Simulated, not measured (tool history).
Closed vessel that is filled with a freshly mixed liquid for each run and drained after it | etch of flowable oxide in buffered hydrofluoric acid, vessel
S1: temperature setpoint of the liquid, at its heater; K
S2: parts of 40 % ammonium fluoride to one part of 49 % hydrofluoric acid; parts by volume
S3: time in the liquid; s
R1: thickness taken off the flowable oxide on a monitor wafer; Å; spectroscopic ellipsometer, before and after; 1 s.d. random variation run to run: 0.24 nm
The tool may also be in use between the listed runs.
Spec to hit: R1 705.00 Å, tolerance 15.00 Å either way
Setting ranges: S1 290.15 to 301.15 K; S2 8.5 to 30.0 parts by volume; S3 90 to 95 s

run,hour,S1,S2,S3,R1
1,0.0,293.15,23.5,90,989.35
2,6.5,292.15,25.5,90,885.41
3,8.9,292.15,25.5,90,882.82
4,13.3,291.65,27.0,90,828.51
5,21.2,291.15,28.0,90,780.71
6,25.6,290.65,28.5,90,750.98
7,27.2,290.65,29.0,90,742.99
8,32.2,290.65,29.5,90,736.17
9,35.6,290.65,29.5,90,740.40

Which single option among these 4 for the next run brings every result within its allowed miss of target? Just one does.
A,39.0,290.15,29.5,95,?
B,39.0,290.15,30.0,90,?
C,39.0,291.15,30.0,90,?
D,39.0,290.15,30.0,95,?

move,R1
A,754.86
B,706.84
C,748.51
D,746.11
A: moves away from the targets compared with the last run
B: all results land within tolerance of their targets
C: moves away from the targets compared with the last run
D: moves away from the targets compared with the last run
B is the move that brings every result within its allowed miss.
